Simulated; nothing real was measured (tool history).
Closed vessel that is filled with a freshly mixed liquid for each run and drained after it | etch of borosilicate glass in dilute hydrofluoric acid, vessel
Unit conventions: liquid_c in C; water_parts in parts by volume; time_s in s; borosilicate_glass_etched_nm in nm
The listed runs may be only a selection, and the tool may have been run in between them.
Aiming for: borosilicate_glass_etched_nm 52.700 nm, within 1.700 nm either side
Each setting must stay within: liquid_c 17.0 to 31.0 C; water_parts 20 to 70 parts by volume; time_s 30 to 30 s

run 1 hour=0.0 | liquid_c=23.0 water_parts=40 time_s=30 | borosilicate_glass_etched_nm=27.527
run 2 hour=3.5 | liquid_c=23.0 water_parts=50 time_s=30 | borosilicate_glass_etched_nm=21.619
run 3 hour=4.7 | liquid_c=24.0 water_parts=45 time_s=30 | borosilicate_glass_etched_nm=25.046
run 4 hour=11.2 | liquid_c=25.0 water_parts=40 time_s=30 | borosilicate_glass_etched_nm=29.842
run 5 hour=16.4 | liquid_c=23.0 water_parts=40 time_s=30 | borosilicate_glass_etched_nm=27.526
run 6 hour=19.5 | liquid_c=23.0 water_parts=50 time_s=30 | borosilicate_glass_etched_nm=21.936
run 7 hour=22.0 | liquid_c=24.0 water_parts=45 time_s=30 | borosilicate_glass_etched_nm=25.276
run 8 hour=23.2 | liquid_c=25.0 water_parts=40 time_s=30 | borosilicate_glass_etched_nm=29.640
run 9 hour=23.7 | liquid_c=25.0 water_parts=40 time_s=30 | borosilicate_glass_etched_nm=30.018
run 10 hour=28.2 | liquid_c=26.0 water_parts=40 time_s=30 | borosilicate_glass_etched_nm=30.376
run 11 hour=32.1 | liquid_c=26.5 water_parts=35 time_s=30 | borosilicate_glass_etched_nm=36.884
run 12 hour=33.9 | liquid_c=27.0 water_parts=35 time_s=30 | borosilicate_glass_etched_nm=37.823
run 13 hour=42.0 | liquid_c=27.5 water_parts=35 time_s=30 | borosilicate_glass_etched_nm=37.744
run 14 hour=48.0 | liquid_c=28.0 water_parts=35 time_s=30 | borosilicate_glass_etched_nm=38.784

4 next moves are on the table. One of them brings every result within its allowed miss. Which?
run A hour=54.0 | liquid_c=21.0 water_parts=35 time_s=30 | borosilicate_glass_etched_nm=?
run B hour=54.0 | liquid_c=27.0 water_parts=25 time_s=30 | borosilicate_glass_etched_nm=?
run C hour=54.0 | liquid_c=28.5 water_parts=40 time_s=30 | borosilicate_glass_etched_nm=?
run D hour=54.0 | liquid_c=24.5 water_parts=40 time_s=30 | borosilicate_glass_etched_nm=?

move=A borosilicate_glass_etched_nm=28.874
move=B borosilicate_glass_etched_nm=52.668
move=C borosilicate_glass_etched_nm=34.214
move=D borosilicate_glass_etched_nm=29.073
A: moves away from the targets compared with the last run
B: all results in spec
C: moves away from the targets compared with the last run
D: moves away from the targets compared with the last run
Go with B: it meets all targets.
